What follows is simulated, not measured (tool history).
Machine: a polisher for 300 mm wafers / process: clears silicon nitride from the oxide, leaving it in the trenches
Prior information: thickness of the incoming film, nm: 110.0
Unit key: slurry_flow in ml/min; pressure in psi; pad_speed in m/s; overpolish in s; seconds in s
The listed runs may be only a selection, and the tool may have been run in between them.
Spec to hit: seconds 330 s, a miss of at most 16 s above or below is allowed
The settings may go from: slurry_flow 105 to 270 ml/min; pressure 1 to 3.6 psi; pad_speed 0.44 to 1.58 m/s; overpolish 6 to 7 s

{"run": 1, "hour": 0.0, "slurry_flow": 175, "pressure": 2.3, "pad_speed": 1, "overpolish": 7, "seconds": 172.94}
{"run": 2, "hour": 7.0, "slurry_flow": 175, "pressure": 2.3, "pad_speed": 1, "overpolish": 7, "seconds": 174.45}
{"run": 3, "hour": 8.5, "slurry_flow": 175, "pressure": 2.3, "pad_speed": 1, "overpolish": 6, "seconds": 174.61}
{"run": 4, "hour": 15.6, "slurry_flow": 175, "pressure": 2.3, "pad_speed": 1, "overpolish": 6, "seconds": 170.99}
{"run": 5, "hour": 20.6, "slurry_flow": 175, "pressure": 2.1, "pad_speed": 0.98, "overpolish": 6, "seconds": 195.14}
{"run": 6, "hour": 28.9, "slurry_flow": 175, "pressure": 2.1, "pad_speed": 1.14, "overpolish": 6, "seconds": 167.14}
{"run": 7, "hour": 35.5, "slurry_flow": 175, "pressure": 1.9, "pad_speed": 1.12, "overpolish": 6, "seconds": 188.53}
{"run": 8, "hour": 40.2, "slurry_flow": 175, "pressure": 1.8, "pad_speed": 1.1, "overpolish": 6, "seconds": 201.78}
{"run": 9, "hour": 48.4, "slurry_flow": 175, "pressure": 1.7, "pad_speed": 1.08, "overpolish": 6, "seconds": 216.45}
{"run": 10, "hour": 54.7, "slurry_flow": 175, "pressure": 1.6, "pad_speed": 1.06, "overpolish": 6, "seconds": 232.49}
{"run": 11, "hour": 60.0, "slurry_flow": 175, "pressure": 1.5, "pad_speed": 1.06, "overpolish": 6, "seconds": 248.9}
{"run": 12, "hour": 63.6, "slurry_flow": 175, "pressure": 1.4, "pad_speed": 1.06, "overpolish": 6, "seconds": 260.44}
{"run": 13, "hour": 65.0, "slurry_flow": 175, "pressure": 1.3, "pad_speed": 1.06, "overpolish": 6, "seconds": 286.77}
{"run": 14, "hour": 67.3, "slurry_flow": 175, "pressure": 1.2, "pad_speed": 1.06, "overpolish": 6, "seconds": 302.03}

Which single option among these 4 for the next run brings every result within its allowed miss of target? Just one does.
{"run": "A", "hour": 69.6, "slurry_flow": 145, "pressure": 1.3, "pad_speed": 1.2, "overpolish": 7, "seconds": "?"}
{"run": "B", "hour": 69.6, "slurry_flow": 240, "pressure": 1.1, "pad_speed": 1, "overpolish": 6, "seconds": "?"}
{"run": "C", "hour": 69.6, "slurry_flow": 170, "pressure": 1.3, "pad_speed": 1.2, "overpolish": 7, "seconds": "?"}
{"run": "D", "hour": 69.6, "slurry_flow": 165, "pressure": 1.6, "pad_speed": 0.92, "overpolish": 6, "seconds": "?"}

move=A seconds=263.76
move=B seconds=338.58
move=C seconds=256.02
move=D seconds=270.61
A: misses by more than the last run did
B: meets every target
C: misses by more than the last run did
D: misses by more than the last run did
The right move is B.

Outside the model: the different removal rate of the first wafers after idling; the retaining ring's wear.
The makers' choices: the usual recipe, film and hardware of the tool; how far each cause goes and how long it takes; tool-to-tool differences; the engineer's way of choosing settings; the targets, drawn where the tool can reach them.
